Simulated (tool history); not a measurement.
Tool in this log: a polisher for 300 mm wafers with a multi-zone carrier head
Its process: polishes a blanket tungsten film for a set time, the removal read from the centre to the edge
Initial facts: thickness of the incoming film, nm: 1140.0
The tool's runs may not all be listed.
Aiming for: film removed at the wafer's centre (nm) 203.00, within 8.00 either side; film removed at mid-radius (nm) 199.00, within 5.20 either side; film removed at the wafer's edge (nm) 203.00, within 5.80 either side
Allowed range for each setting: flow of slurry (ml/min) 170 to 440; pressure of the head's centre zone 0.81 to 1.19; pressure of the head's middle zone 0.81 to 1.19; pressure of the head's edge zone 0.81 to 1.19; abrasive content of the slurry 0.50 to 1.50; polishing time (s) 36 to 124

| run | hour | flow of slurry (ml/min) | pressure of the head's centre zone | pressure of the head's middle zone | pressure of the head's edge zone | abrasive content of the slurry | polishing time (s) | film removed at the wafer's centre (nm) | film removed at mid-radius (nm) | film removed at the wafer's edge (nm) |
|---|---|---|---|---|---|---|---|---|---|---|
| 1 | 0.0 | 280 | 1.00 | 1.00 | 1.00 | 1.00 | 79 | 321.92 | 315.00 | 322.60 |
| 2 | 7.9 | 280 | 1.00 | 1.00 | 1.09 | 1.00 | 79 | 323.17 | 317.22 | 339.01 |
| 3 | 9.2 | 280 | 1.00 | 1.00 | 1.09 | 0.85 | 79 | 303.89 | 300.99 | 318.87 |
| 4 | 14.2 | 275 | 0.99 | 0.98 | 1.04 | 0.75 | 75 | 280.93 | 275.24 | 286.20 |
| 5 | 22.7 | 275 | 0.99 | 0.93 | 1.04 | 0.75 | 75 | 282.21 | 261.73 | 289.11 |
| 6 | 23.5 | 275 | 0.99 | 0.98 | 1.04 | 0.75 | 75 | 277.81 | 275.22 | 287.71 |
| 7 | 29.0 | 270 | 0.98 | 0.96 | 1.00 | 0.70 | 71 | 253.93 | 248.71 | 261.33 |
| 8 | 29.6 | 265 | 0.97 | 0.95 | 0.96 | 0.65 | 69 | 239.78 | 233.62 | 245.14 |
| 9 | 36.5 | 260 | 0.96 | 0.95 | 0.93 | 0.60 | 68 | 224.92 | 221.09 | 227.51 |
| 10 | 39.2 | 250 | 0.95 | 0.94 | 0.90 | 0.60 | 68 | 218.18 | 219.04 | 222.13 |
| 11 | 41.8 | 220 | 0.95 | 0.86 | 0.81 | 0.50 | 67 | 201.77 | 184.77 | 198.94 |
| 12 | 49.1 | 230 | 0.95 | 0.87 | 0.81 | 0.50 | 67 | 203.72 | 188.70 | 197.89 |
| 13 | 53.0 | 240 | 0.94 | 0.88 | 0.82 | 0.50 | 67 | 207.59 | 192.13 | 200.56 |

4 candidate next runs follow, results not yet known. Just one meets every target within its allowed miss. Identify it.
| A | 56.9 | 240 | 0.90 | 1.03 | 0.89 | 0.50 | 66 | ? | ? | ? |
| B | 56.9 | 265 | 0.91 | 0.90 | 0.82 | 0.50 | 67 | ? | ? | ? |
| C | 56.9 | 185 | 0.96 | 0.85 | 0.88 | 0.50 | 68 | ? | ? | ? |
| D | 56.9 | 250 | 0.97 | 0.82 | 0.81 | 0.55 | 64 | ? | ? | ? |

| move | film removed at the wafer's centre (nm) | film removed at mid-radius (nm) | film removed at the wafer's edge (nm) |
|---|---|---|---|
| A | 194.07 | 219.12 | 204.38 |
| B | 201.89 | 201.19 | 202.28 |
| C | 203.35 | 184.35 | 203.57 |
| D | 210.25 | 182.17 | 197.31 |
A: moves the result that the last run missed by most past its target, out the other side
B: all results in spec
C: the biggest miss grows against the last run
D: the biggest miss grows against the last run
Answer: B

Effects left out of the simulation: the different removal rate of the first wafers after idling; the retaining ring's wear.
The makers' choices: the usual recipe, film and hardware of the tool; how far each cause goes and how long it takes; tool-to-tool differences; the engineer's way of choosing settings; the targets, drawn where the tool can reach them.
